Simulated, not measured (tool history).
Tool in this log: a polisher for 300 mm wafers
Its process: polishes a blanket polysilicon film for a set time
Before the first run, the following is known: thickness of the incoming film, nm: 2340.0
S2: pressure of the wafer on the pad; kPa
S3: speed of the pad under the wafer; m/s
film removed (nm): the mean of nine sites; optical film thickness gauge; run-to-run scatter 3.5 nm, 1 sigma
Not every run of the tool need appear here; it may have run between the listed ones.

run 1 day=0.000 | flow_of_slurry_(ml/min)=255 S2=19.3 S3=1.14 polishing_time_(s)=125 | film_removed_(nm)=1152.70
run 2 day=0.079 | flow_of_slurry_(ml/min)=255 S2=14.5 S3=1.14 polishing_time_(s)=125 | film_removed_(nm)=889.93
run 3 day=0.388 | flow_of_slurry_(ml/min)=255 S2=13.8 S3=1.08 polishing_time_(s)=125 | film_removed_(nm)=786.94
run 4 day=0.646 | flow_of_slurry_(ml/min)=255 S2=13.1 S3=1.04 polishing_time_(s)=125 | film_removed_(nm)=720.86
run 5 day=0.679 | flow_of_slurry_(ml/min)=255 S2=12.4 S3=1.00 polishing_time_(s)=125 | film_removed_(nm)=657.81
run 6 day=1.025 | flow_of_slurry_(ml/min)=255 S2=12.4 S3=1.18 polishing_time_(s)=125 | film_removed_(nm)=785.80
run 7 day=1.338 | flow_of_slurry_(ml/min)=255 S2=11.7 S3=1.14 polishing_time_(s)=125 | film_removed_(nm)=725.16
run 8 day=1.704 | flow_of_slurry_(ml/min)=255 S2=11.7 S3=1.10 polishing_time_(s)=125 | film_removed_(nm)=696.09
run 9 day=1.912 | flow_of_slurry_(ml/min)=255 S2=11.7 S3=1.06 polishing_time_(s)=125 | film_removed_(nm)=662.55
run 10 day=2.238 | flow_of_slurry_(ml/min)=255 S2=11.7 S3=1.02 polishing_time_(s)=125 | film_removed_(nm)=649.96

Expected results for the next run?
run 11 day=2.483 | flow_of_slurry_(ml/min)=255 S2=11.7 S3=0.98 polishing_time_(s)=125 | film_removed_(nm)=?

{"run 11": {"film removed (nm)": 619.01}}

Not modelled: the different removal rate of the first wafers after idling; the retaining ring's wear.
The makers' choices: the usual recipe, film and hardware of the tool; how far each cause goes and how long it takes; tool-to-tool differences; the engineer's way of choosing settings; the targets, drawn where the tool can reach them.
